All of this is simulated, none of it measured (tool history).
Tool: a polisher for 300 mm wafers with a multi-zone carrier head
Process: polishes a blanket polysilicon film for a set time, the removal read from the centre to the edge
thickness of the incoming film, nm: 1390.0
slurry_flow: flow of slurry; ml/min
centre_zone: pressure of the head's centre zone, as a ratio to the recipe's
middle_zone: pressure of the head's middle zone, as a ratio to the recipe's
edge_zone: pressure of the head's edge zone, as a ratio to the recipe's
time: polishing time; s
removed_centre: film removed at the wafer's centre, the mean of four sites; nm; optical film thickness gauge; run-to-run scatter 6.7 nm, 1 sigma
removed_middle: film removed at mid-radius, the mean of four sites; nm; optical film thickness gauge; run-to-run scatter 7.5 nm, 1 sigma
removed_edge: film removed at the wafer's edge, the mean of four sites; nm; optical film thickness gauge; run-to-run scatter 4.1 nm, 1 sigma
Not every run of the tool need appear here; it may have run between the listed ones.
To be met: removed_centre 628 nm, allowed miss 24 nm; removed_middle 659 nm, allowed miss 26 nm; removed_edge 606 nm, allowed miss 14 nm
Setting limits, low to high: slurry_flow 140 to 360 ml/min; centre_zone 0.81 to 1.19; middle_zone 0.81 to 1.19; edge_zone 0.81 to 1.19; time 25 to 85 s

{"run": 1, "hour": 0.0, "slurry_flow": 230, "centre_zone": 1, "middle_zone": 1, "edge_zone": 1, "time": 55, "removed_centre": 520.1, "removed_middle": 541.31, "removed_edge": 522.31}
{"run": 2, "hour": 4.7, "slurry_flow": 230, "centre_zone": 1, "middle_zone": 0.95, "edge_zone": 1, "time": 55, "removed_centre": 524.85, "removed_middle": 513.1, "removed_edge": 521.47}
{"run": 3, "hour": 10.6, "slurry_flow": 240, "centre_zone": 1.01, "middle_zone": 0.97, "edge_zone": 1.02, "time": 55, "removed_centre": 536.68, "removed_middle": 520.98, "removed_edge": 530.36}
{"run": 4, "hour": 11.5, "slurry_flow": 245, "centre_zone": 1.02, "middle_zone": 1, "edge_zone": 1.03, "time": 55, "removed_centre": 541.43, "removed_middle": 543.92, "removed_edge": 532.4}
{"run": 5, "hour": 20.4, "slurry_flow": 245, "centre_zone": 1.02, "middle_zone": 1, "edge_zone": 0.95, "time": 55, "removed_centre": 524.5, "removed_middle": 530.15, "removed_edge": 518.25}
{"run": 6, "hour": 22.9, "slurry_flow": 250, "centre_zone": 1.03, "middle_zone": 1.01, "edge_zone": 0.98, "time": 56, "removed_centre": 548.81, "removed_middle": 546.6, "removed_edge": 533.63}
{"run": 7, "hour": 26.5, "slurry_flow": 255, "centre_zone": 1.03, "middle_zone": 1.03, "edge_zone": 1, "time": 56, "removed_centre": 550.79, "removed_middle": 577.54, "removed_edge": 542.24}
{"run": 8, "hour": 33.6, "slurry_flow": 265, "centre_zone": 1.04, "middle_zone": 1.03, "edge_zone": 1.02, "time": 56, "removed_centre": 561.67, "removed_middle": 573.01, "removed_edge": 542.72}
{"run": 9, "hour": 34.6, "slurry_flow": 265, "centre_zone": 1.04, "middle_zone": 1.04, "edge_zone": 1.04, "time": 57, "removed_centre": 570.38, "removed_middle": 578.85, "removed_edge": 561.91}
{"run": 10, "hour": 38.3, "slurry_flow": 270, "centre_zone": 1.05, "middle_zone": 1.06, "edge_zone": 1.05, "time": 57, "removed_centre": 581.13, "removed_middle": 599.47, "removed_edge": 566.48}
{"run": 11, "hour": 41.5, "slurry_flow": 275, "centre_zone": 1.06, "middle_zone": 1.07, "edge_zone": 1.06, "time": 57, "removed_centre": 586.61, "removed_middle": 602.92, "removed_edge": 566.88}

Exactly one of the 5 candidate moves below puts every result within its allowed miss. Which one?
{"run": "A", "hour": 44.7, "slurry_flow": 255, "centre_zone": 1.17, "middle_zone": 1.19, "edge_zone": 0.92, "time": 57, "removed_centre": "?", "removed_middle": "?", "removed_edge": "?"}
{"run": "B", "hour": 44.7, "slurry_flow": 270, "centre_zone": 0.93, "middle_zone": 1, "edge_zone": 1.08, "time": 61, "removed_centre": "?", "removed_middle": "?", "removed_edge": "?"}
{"run": "C", "hour": 44.7, "slurry_flow": 290, "centre_zone": 1.01, "middle_zone": 0.92, "edge_zone": 1.18, "time": 58, "removed_centre": "?", "removed_middle": "?", "removed_edge": "?"}
{"run": "D", "hour": 44.7, "slurry_flow": 255, "centre_zone": 1, "middle_zone": 1.13, "edge_zone": 1.1, "time": 60, "removed_centre": "?", "removed_middle": "?", "removed_edge": "?"}
{"run": "E", "hour": 44.7, "slurry_flow": 355, "centre_zone": 1.05, "middle_zone": 1.1, "edge_zone": 1.07, "time": 60, "removed_centre": "?", "removed_middle": "?", "removed_edge": "?"}

move=A removed_centre=633.31 removed_middle=650.24 removed_edge=523
move=B removed_centre=554.5 removed_middle=603.2 removed_edge=608.54
move=C removed_centre=570.7 removed_middle=537.75 removed_edge=608.88
move=D removed_centre=578.9 removed_middle=654.93 removed_edge=600.81
move=E removed_centre=622.78 removed_middle=657.24 removed_edge=604.94
A: misses by more than the last run did
B: brings the result that was furthest off to its target, and leaves another outside
C: brings the result that was furthest off to its target, and leaves another outside
D: brings the result that was furthest off to its target, and leaves another outside
E: all results land within tolerance of their targets
E meets every target.
